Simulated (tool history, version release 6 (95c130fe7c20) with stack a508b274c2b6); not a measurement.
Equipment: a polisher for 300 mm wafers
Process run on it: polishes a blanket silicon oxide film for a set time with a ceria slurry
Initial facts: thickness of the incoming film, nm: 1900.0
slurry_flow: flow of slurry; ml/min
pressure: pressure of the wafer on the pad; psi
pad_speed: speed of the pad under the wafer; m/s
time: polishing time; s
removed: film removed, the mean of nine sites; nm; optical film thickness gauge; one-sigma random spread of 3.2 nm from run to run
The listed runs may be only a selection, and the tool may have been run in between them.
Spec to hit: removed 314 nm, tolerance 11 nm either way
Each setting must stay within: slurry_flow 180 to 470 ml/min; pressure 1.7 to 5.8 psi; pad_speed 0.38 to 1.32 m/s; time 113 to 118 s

run	hour	slurry_flow	pressure	pad_speed	time	removed
1	0	300	3.7	0.84	113	470.67
2	1.5	300	3	0.84	113	404.58
3	3.4	300	2.7	0.84	113	373.94
4	10.3	300	2.7	0.92	113	400.19
5	11.9	300	2.4	0.92	113	373.65
6	14	300	2.4	0.92	118	391.42
7	18.1	300	2.2	0.9	118	360.97
# hour 24: slurry nozzle cleaned
8	24	300	2	0.9	118	353.08
9	32.8	300	2	0.9	118	347.23
10	34.1	300	2	0.9	118	351.31
11	35	300	1.9	0.88	118	331.03

Next run, 4 choices. One meets every target within its allowed miss, the rest don't. Which?
A	35.9	310	2.1	0.86	118	?
B	35.9	340	2.1	0.76	118	?
C	35.9	315	2.2	0.84	118	?
D	35.9	260	1.7	1.04	117	?

move	removed
A	344.24
B	312.35
C	347.66
D	350.04
A: misses by more than the last run did
B: in spec on every target
C: misses by more than the last run did
D: misses by more than the last run did
Go with B: it meets all targets.
